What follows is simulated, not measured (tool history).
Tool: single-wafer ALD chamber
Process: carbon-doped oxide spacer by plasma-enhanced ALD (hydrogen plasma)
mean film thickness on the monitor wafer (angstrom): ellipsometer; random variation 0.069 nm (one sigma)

run  hour  heater temperature setpoint (°C)  number of ALD cycles (cycles)  mean film thickness on the monitor wafer (angstrom)
  1   0.0                               385                            324                                               162.19
  2   3.2                               385                            335                                               169.15
  3   5.8                               396                            335                                               167.46
  4   7.3                               396                            344                                               172.47
  5  10.7                               403                            344                                               170.10
  6  16.4                               403                            352                                               173.47
  7  22.1                               403                            359                                               177.08

Run 8 comes next. What will it give?
  8  25.8                               403                            365                                                    ?

mean film thickness on the monitor wafer (angstrom): 181.30

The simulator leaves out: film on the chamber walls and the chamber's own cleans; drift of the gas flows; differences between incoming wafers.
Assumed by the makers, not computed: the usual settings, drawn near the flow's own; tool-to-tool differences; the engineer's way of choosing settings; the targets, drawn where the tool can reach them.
